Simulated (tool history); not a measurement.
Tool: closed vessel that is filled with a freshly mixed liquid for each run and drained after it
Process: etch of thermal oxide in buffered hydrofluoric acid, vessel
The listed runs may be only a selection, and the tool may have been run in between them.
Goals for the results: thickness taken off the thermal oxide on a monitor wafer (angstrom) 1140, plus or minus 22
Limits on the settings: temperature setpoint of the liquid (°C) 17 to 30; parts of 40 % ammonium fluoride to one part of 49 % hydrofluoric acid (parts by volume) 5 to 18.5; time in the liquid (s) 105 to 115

run,day,temperature setpoint of the liquid (°C),parts of 40 % ammonium fluoride to one part of 49 % hydrofluoric acid (parts by volume),time in the liquid (s),thickness taken off the thermal oxide on a monitor wafer (angstrom)
1,0,22,11.5,105,845.15
2,0.225,23.5,11.5,105,941.07
3,0.275,23.5,11.5,105,933.26
4,0.488,24.5,11.5,105,989.22
5,0.638,24.5,8.5,105,1284.2
6,1.017,24,8.5,105,1244.6
7,1.279,23.5,8.5,105,1212.1
8,1.467,23,8.5,105,1171.7

Pick the move, out of 4, that brings all results within their allowed miss; only one does.
A,1.654,20,7.5,105,?
B,1.654,20.5,8,105,?
C,1.654,23.5,8.5,105,?
D,1.654,22,8,105,?

move,thickness taken off the thermal oxide on a monitor wafer (angstrom)
A,1152.1
B,1105.3
C,1224.6
D,1202.8
A: meets every target
B: takes the result that was furthest off past its target
C: misses by more than the last run did
D: misses by more than the last run did
Answer: A
